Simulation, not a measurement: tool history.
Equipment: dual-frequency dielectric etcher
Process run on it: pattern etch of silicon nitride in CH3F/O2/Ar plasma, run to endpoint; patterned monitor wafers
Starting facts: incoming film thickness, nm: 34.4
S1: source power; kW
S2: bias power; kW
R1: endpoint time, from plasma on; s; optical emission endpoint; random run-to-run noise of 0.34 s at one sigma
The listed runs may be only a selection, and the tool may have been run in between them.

{"run": 1, "hour": 0.0, "S1": 0.35, "S2": 0.057, "R1": 54.312}
{"run": 2, "hour": 5.9, "S1": 0.37, "S2": 0.058, "R1": 53.212}
{"run": 3, "hour": 6.9, "S1": 0.34, "S2": 0.058, "R1": 54.456}
{"run": 4, "hour": 8.4, "S1": 0.31, "S2": 0.058, "R1": 56.721}
{"run": 5, "hour": 15.6, "S1": 0.33, "S2": 0.059, "R1": 54.988}
{"run": 6, "hour": 16.1, "S1": 0.33, "S2": 0.066, "R1": 53.37}
{"run": 7, "hour": 21.5, "S1": 0.35, "S2": 0.067, "R1": 52.303}
{"run": 8, "hour": 24.6, "S1": 0.37, "S2": 0.068, "R1": 50.383}

Run 9 is up next; what results do you expect?
{"run": 9, "hour": 26.1, "S1": 0.38, "S2": 0.069, "R1": "?"}

Logged for run 9: R1 50.314 s.
